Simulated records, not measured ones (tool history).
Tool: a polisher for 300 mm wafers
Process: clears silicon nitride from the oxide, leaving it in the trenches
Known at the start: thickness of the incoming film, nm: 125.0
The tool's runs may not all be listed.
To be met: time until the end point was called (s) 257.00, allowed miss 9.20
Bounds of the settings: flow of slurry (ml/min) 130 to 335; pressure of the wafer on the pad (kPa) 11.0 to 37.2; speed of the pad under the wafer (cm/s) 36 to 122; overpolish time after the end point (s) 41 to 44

run	hour	flow of slurry (ml/min)	pressure of the wafer on the pad (kPa)	speed of the pad under the wafer (cm/s)	overpolish time after the end point (s)	time until the end point was called (s)
1	0.0	215	24.1	78	41	115.51
2	4.0	215	20.0	78	41	140.15
3	7.5	215	22.1	78	41	126.27
4	11.3	215	22.1	78	41	122.69
5	16.8	215	17.9	78	41	154.59
6	19.2	260	17.9	78	41	148.37
7	21.7	255	16.5	76	41	167.41
8	25.1	255	15.2	74	41	188.42
9	32.8	255	14.5	74	41	193.83
10	41.3	245	11.0	62	41	298.18

5 next moves are on the table. One of them brings every result within its allowed miss. Which?
A	49.8	290	12.4	50	41	?
B	49.8	270	15.2	52	44	?
C	49.8	180	15.9	48	41	?
D	49.8	205	11.7	76	41	?
E	49.8	265	11.7	72	41	?

move	time until the end point was called (s)
A	321.63
B	257.79
C	278.95
D	235.05
E	241.05
A: further off than the last run
B: meets every target
C: nearer than the last run, and not there yet
D: takes the result that was furthest off past its target
E: takes the result that was furthest off past its target
Move B is the one to make.
